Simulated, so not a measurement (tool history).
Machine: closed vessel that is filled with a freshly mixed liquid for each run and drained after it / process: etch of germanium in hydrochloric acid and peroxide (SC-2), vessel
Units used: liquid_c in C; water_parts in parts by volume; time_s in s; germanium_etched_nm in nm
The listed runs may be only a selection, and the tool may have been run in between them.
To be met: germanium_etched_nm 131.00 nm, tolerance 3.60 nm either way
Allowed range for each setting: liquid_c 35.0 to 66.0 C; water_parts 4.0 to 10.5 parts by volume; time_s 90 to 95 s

Run 1, day 0.000: liquid_c 50.0 C, water_parts 5.5 parts by volume, time_s 90 s. Result: germanium_etched_nm 164.95 nm.
Run 2, day 0.212: liquid_c 50.0 C, water_parts 5.5 parts by volume, time_s 90 s. Result: germanium_etched_nm 166.25 nm.
Run 3, day 0.479: liquid_c 54.5 C, water_parts 5.5 parts by volume, time_s 90 s. Result: germanium_etched_nm 190.71 nm.
Run 4, day 0.629: liquid_c 49.0 C, water_parts 5.5 parts by volume, time_s 90 s. Result: germanium_etched_nm 159.75 nm.
Run 5, day 0.979: liquid_c 47.0 C, water_parts 5.5 parts by volume, time_s 90 s. Result: germanium_etched_nm 150.07 nm.
Run 6, day 1.188: liquid_c 47.0 C, water_parts 4.0 parts by volume, time_s 90 s. Result: germanium_etched_nm 150.69 nm.
Run 7, day 1.292: liquid_c 45.5 C, water_parts 4.0 parts by volume, time_s 90 s. Result: germanium_etched_nm 143.92 nm.
Run 8, day 1.483: liquid_c 44.5 C, water_parts 4.0 parts by volume, time_s 90 s. Result: germanium_etched_nm 141.04 nm.

5 next moves are on the table. One of them brings every result within its allowed miss. Which?
Run A, day 1.675: liquid_c 40.5 C, water_parts 4.0 parts by volume, time_s 90 s. Result: germanium_etched_nm ?.
Run B, day 1.675: liquid_c 41.0 C, water_parts 4.5 parts by volume, time_s 90 s. Result: germanium_etched_nm ?.
Run C, day 1.675: liquid_c 42.5 C, water_parts 4.5 parts by volume, time_s 90 s. Result: germanium_etched_nm ?.
Run D, day 1.675: liquid_c 39.0 C, water_parts 4.0 parts by volume, time_s 95 s. Result: germanium_etched_nm ?.
Run E, day 1.675: liquid_c 39.5 C, water_parts 4.0 parts by volume, time_s 95 s. Result: germanium_etched_nm ?.

move  germanium_etched_nm
   A               120.80
   B               122.81
   C               129.26
   D               121.05
   E               123.18
A: takes the biggest miss from the last run beyond its target
B: takes the biggest miss from the last run beyond its target
C: hits every target within its allowed miss
D: takes the biggest miss from the last run beyond its target
E: takes the biggest miss from the last run beyond its target
C meets every target.
